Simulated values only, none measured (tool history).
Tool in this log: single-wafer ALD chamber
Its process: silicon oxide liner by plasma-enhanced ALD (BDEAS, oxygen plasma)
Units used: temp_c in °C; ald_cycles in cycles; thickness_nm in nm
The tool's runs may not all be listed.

run 1 hour=0.0 | temp_c=315 ald_cycles=22 | thickness_nm=1.8820
run 2 hour=1.2 | temp_c=315 ald_cycles=24 | thickness_nm=2.0465
run 3 hour=3.6 | temp_c=315 ald_cycles=21 | thickness_nm=1.7705
run 4 hour=12.2 | temp_c=311 ald_cycles=21 | thickness_nm=1.8027
run 5 hour=14.0 | temp_c=311 ald_cycles=23 | thickness_nm=1.9671
run 6 hour=20.9 | temp_c=311 ald_cycles=25 | thickness_nm=2.1509
run 7 hour=22.6 | temp_c=314 ald_cycles=21 | thickness_nm=1.8057

Forecast run 8:
run 8 hour=30.6 | temp_c=314 ald_cycles=20 | thickness_nm=?

{"run 8": {"thickness_nm": 1.6999}}

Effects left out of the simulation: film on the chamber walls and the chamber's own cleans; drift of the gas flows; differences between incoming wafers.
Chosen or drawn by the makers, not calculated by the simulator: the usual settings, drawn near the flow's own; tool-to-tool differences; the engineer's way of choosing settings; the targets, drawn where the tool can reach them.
